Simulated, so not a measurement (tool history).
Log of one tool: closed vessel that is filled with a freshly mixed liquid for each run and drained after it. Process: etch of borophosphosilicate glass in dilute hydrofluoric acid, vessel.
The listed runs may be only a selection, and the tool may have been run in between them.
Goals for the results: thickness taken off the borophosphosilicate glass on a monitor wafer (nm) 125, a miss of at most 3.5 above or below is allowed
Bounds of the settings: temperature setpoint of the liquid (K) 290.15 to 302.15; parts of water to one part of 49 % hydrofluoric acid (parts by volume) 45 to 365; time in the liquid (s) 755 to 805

run	hour	temperature setpoint of the liquid (K)	parts of water to one part of 49 % hydrofluoric acid (parts by volume)	time in the liquid (s)	thickness taken off the borophosphosilicate glass on a monitor wafer (nm)
1	0	294.15	205	755	90.282
2	1.5	295.15	205	755	93.223
3	9.5	295.65	205	755	94.826
4	18.2	295.65	205	755	95.587
5	18.7	296.15	205	755	96.861
6	25	297.65	205	755	101.79
7	32.2	298.15	205	755	104.27
8	39.3	298.65	205	755	107.13

Which single option among these 5 for the next run brings every result within its allowed miss of target? Just one does.
A	46.4	297.65	195	795	?
B	46.4	298.15	220	755	?
C	46.4	299.65	255	755	?
D	46.4	299.65	230	760	?
E	46.4	298.15	180	765	?

move	thickness taken off the borophosphosilicate glass on a monitor wafer (nm)
A	113.3
B	94.64
C	83.091
D	95.205
E	122.31
A: closes in on the targets versus the last run, not all within tolerance yet
B: moves away from the targets compared with the last run
C: moves away from the targets compared with the last run
D: moves away from the targets compared with the last run
E: all results land within tolerance of their targets
Answer: E

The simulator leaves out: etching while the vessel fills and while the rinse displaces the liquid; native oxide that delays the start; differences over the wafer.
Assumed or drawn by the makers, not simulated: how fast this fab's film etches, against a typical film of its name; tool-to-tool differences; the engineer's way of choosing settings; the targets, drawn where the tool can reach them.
